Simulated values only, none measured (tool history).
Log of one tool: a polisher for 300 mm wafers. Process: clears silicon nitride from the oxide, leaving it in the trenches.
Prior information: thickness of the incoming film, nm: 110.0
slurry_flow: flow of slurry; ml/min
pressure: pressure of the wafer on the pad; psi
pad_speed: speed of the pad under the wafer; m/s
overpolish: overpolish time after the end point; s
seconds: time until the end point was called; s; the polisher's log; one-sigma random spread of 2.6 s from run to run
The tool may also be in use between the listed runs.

{"run": 1, "hour": 0.0, "slurry_flow": 140, "pressure": 2.4, "pad_speed": 1.26, "overpolish": 41, "seconds": 139.18}
{"run": 2, "hour": 5.4, "slurry_flow": 140, "pressure": 2.2, "pad_speed": 1.26, "overpolish": 41, "seconds": 151.38}
{"run": 3, "hour": 9.7, "slurry_flow": 140, "pressure": 2.2, "pad_speed": 1.26, "overpolish": 43, "seconds": 150.17}
{"run": 4, "hour": 13.0, "slurry_flow": 140, "pressure": 2.1, "pad_speed": 1.26, "overpolish": 43, "seconds": 156.99}
{"run": 5, "hour": 16.9, "slurry_flow": 140, "pressure": 2, "pad_speed": 1.26, "overpolish": 43, "seconds": 162.62}
{"run": 6, "hour": 24.9, "slurry_flow": 140, "pressure": 1.9, "pad_speed": 1.26, "overpolish": 43, "seconds": 173}
{"run": 7, "hour": 28.5, "slurry_flow": 140, "pressure": 1.8, "pad_speed": 1.26, "overpolish": 43, "seconds": 183.35}
{"run": 8, "hour": 32.6, "slurry_flow": 140, "pressure": 1.7, "pad_speed": 1.26, "overpolish": 43, "seconds": 190.57}

Forecast run 9:
{"run": 9, "hour": 39.2, "slurry_flow": 140, "pressure": 1.6, "pad_speed": 1.26, "overpolish": 43, "seconds": "?"}

Run 9 yielded seconds 201.63 s.
